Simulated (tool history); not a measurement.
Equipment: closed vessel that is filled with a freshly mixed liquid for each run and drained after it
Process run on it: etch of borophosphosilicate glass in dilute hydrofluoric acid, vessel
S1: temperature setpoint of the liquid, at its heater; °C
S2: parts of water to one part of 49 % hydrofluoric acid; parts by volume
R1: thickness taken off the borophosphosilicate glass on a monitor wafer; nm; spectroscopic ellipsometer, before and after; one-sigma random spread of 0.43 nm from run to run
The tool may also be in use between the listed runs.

Run 1, hour 0: S1 22 °C, S2 70 parts by volume, time in the liquid (s) 35. Result: R1 30.992 nm.
Run 2, hour 6.2: S1 22 °C, S2 90 parts by volume, time in the liquid (s) 35. Result: R1 24.092 nm.
Run 3, hour 8.9: S1 23.5 °C, S2 85 parts by volume, time in the liquid (s) 35. Result: R1 27.245 nm.
Run 4, hour 14.9: S1 23.5 °C, S2 60 parts by volume, time in the liquid (s) 35. Result: R1 39.461 nm.
Run 5, hour 17.6: S1 23.5 °C, S2 60 parts by volume, time in the liquid (s) 35. Result: R1 39.768 nm.
Run 6, hour 24.8: S1 21.5 °C, S2 60 parts by volume, time in the liquid (s) 35. Result: R1 36.25 nm.
Run 7, hour 30.2: S1 23 °C, S2 60 parts by volume, time in the liquid (s) 35. Result: R1 38.654 nm.
Run 8, hour 32.8: S1 24 °C, S2 60 parts by volume, time in the liquid (s) 35. Result: R1 40.363 nm.

Estimate the outcome of run 9 from the log above:
Run 9, hour 33.7: S1 25 °C, S2 60 parts by volume, time in the liquid (s) 35. Result: R1 ?.

R1: 41.674 nm
